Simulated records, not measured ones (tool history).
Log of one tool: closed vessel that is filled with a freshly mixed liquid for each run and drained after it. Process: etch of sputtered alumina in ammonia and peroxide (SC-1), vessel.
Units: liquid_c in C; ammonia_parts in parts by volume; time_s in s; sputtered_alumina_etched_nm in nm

{"run": 1, "hour": 0.0, "liquid_c": 54.0, "ammonia_parts": 0.45, "time_s": 30, "sputtered_alumina_etched_nm": 2.177}
{"run": 2, "hour": 6.3, "liquid_c": 54.0, "ammonia_parts": 0.35, "time_s": 30, "sputtered_alumina_etched_nm": 2.1264}
{"run": 3, "hour": 10.3, "liquid_c": 51.5, "ammonia_parts": 0.35, "time_s": 30, "sputtered_alumina_etched_nm": 1.8641}
{"run": 4, "hour": 12.9, "liquid_c": 49.5, "ammonia_parts": 0.35, "time_s": 30, "sputtered_alumina_etched_nm": 1.6621}
{"run": 5, "hour": 21.4, "liquid_c": 48.0, "ammonia_parts": 0.35, "time_s": 30, "sputtered_alumina_etched_nm": 1.5322}
{"run": 6, "hour": 23.6, "liquid_c": 51.5, "ammonia_parts": 0.35, "time_s": 30, "sputtered_alumina_etched_nm": 1.8744}
{"run": 7, "hour": 26.7, "liquid_c": 49.5, "ammonia_parts": 0.35, "time_s": 30, "sputtered_alumina_etched_nm": 1.6612}
{"run": 8, "hour": 31.8, "liquid_c": 48.0, "ammonia_parts": 0.35, "time_s": 30, "sputtered_alumina_etched_nm": 1.5439}
{"run": 9, "hour": 40.0, "liquid_c": 47.0, "ammonia_parts": 0.35, "time_s": 30, "sputtered_alumina_etched_nm": 1.4582}

Run 10 comes next. What will it give?
{"run": 10, "hour": 48.1, "liquid_c": 42.5, "ammonia_parts": 0.35, "time_s": 30, "sputtered_alumina_etched_nm": "?"}

{"run 10": {"sputtered_alumina_etched_nm": 1.1271}}
